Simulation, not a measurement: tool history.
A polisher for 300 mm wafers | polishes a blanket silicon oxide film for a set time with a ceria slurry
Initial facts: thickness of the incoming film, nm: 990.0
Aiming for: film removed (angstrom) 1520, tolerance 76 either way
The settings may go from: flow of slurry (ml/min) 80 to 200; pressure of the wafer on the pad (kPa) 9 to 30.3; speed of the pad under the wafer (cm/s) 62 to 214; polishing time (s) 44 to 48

| run | hour | flow of slurry (ml/min) | pressure of the wafer on the pad (kPa) | speed of the pad under the wafer (cm/s) | polishing time (s) | film removed (angstrom) |
|---|---|---|---|---|---|---|
| 1 | 0 | 130 | 19.3 | 138 | 48 | 2270.6 |
| 2 | 8.1 | 130 | 18.6 | 138 | 48 | 2246.9 |
| 3 | 15.6 | 130 | 18.6 | 172 | 48 | 2742.2 |
| 4 | 23.2 | 130 | 18.6 | 154 | 48 | 2487.4 |
| 5 | 25.4 | 130 | 18.6 | 154 | 48 | 2428.4 |
| 6 | 26.3 | 110 | 18.6 | 154 | 48 | 2397.4 |
| 7 | 32.1 | 110 | 17.2 | 154 | 48 | 2224.7 |
| 8 | 34.1 | 110 | 16.5 | 154 | 48 | 2091.3 |
| 9 | 40.2 | 110 | 15.9 | 154 | 48 | 2023.7 |
|  | 42.9 | head pressure recalibrated |
| 10 | 42.9 | 105 | 10.3 | 150 | 48 | 1238.4 |
| 11 | 44.8 | 105 | 10.3 | 150 | 48 | 1242.2 |
| 12 | 45.9 | 105 | 11 | 150 | 48 | 1254.7 |

5 next moves are on the table. One of them brings every result within its allowed miss. Which?
| A | 47 | 120 | 13.8 | 154 | 48 | ? |
| B | 47 | 100 | 11 | 152 | 48 | ? |
| C | 47 | 80 | 14.5 | 174 | 48 | ? |
| D | 47 | 105 | 11.7 | 172 | 46 | ? |
| E | 47 | 95 | 10.3 | 144 | 44 | ? |

| move | film removed (angstrom) |
|---|---|
| A | 1714.5 |
| B | 1303.9 |
| C | 1790.3 |
| D | 1514 |
| E | 1050.5 |
A: moves the result that the last run missed by most past its target, out the other side
B: nearer the targets than the last run, but a result is still out of spec
C: moves the result that the last run missed by most past its target, out the other side
D: every result within its allowed miss
E: misses by more than the last run did
Correct choice: D, which meets every target
